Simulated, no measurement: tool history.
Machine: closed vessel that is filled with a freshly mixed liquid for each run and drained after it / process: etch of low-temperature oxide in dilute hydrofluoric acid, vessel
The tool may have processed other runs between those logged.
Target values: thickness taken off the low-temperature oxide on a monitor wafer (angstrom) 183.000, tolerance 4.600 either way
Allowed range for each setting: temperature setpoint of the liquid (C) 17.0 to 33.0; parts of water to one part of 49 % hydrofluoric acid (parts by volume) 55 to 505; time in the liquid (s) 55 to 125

| run | day | temperature setpoint of the liquid (C) | parts of water to one part of 49 % hydrofluoric acid (parts by volume) | time in the liquid (s) | thickness taken off the low-temperature oxide on a monitor wafer (angstrom) |
|---|---|---|---|---|---|
| 1 | 0.000 | 25.0 | 280 | 125 | 64.434 |
| 2 | 0.100 | 26.5 | 245 | 125 | 80.080 |
| 3 | 0.338 | 27.5 | 220 | 125 | 94.928 |
| 4 | 0.500 | 28.5 | 200 | 125 | 110.710 |
| 5 | 0.650 | 31.5 | 200 | 125 | 122.970 |
| 6 | 0.950 | 31.5 | 200 | 55 | 53.860 |
| 7 | 1.288 | 33.0 | 90 | 125 | 334.230 |
| 8 | 1.629 | 33.0 | 100 | 125 | 299.020 |
| 9 | 1.821 | 33.0 | 110 | 125 | 265.610 |
| 10 | 1.950 | 29.0 | 120 | 125 | 208.420 |
| 11 | 2.200 | 28.0 | 120 | 125 | 200.500 |

Exactly one of the 4 candidate moves below puts every result within its allowed miss. Which one?
| A | 2.450 | 28.5 | 100 | 105 | ? |
| B | 2.450 | 29.0 | 105 | 110 | ? |
| C | 2.450 | 24.0 | 90 | 125 | ? |
| D | 2.450 | 31.0 | 70 | 55 | ? |

| move | thickness taken off the low-temperature oxide on a monitor wafer (angstrom) |
|---|---|
| A | 212.770 |
| B | 214.870 |
| C | 239.280 |
| D | 182.860 |
A: its largest miss is bigger than the last run's
B: its largest miss is bigger than the last run's
C: its largest miss is bigger than the last run's
D: all results land within tolerance of their targets
Correct choice: D, which meets every target
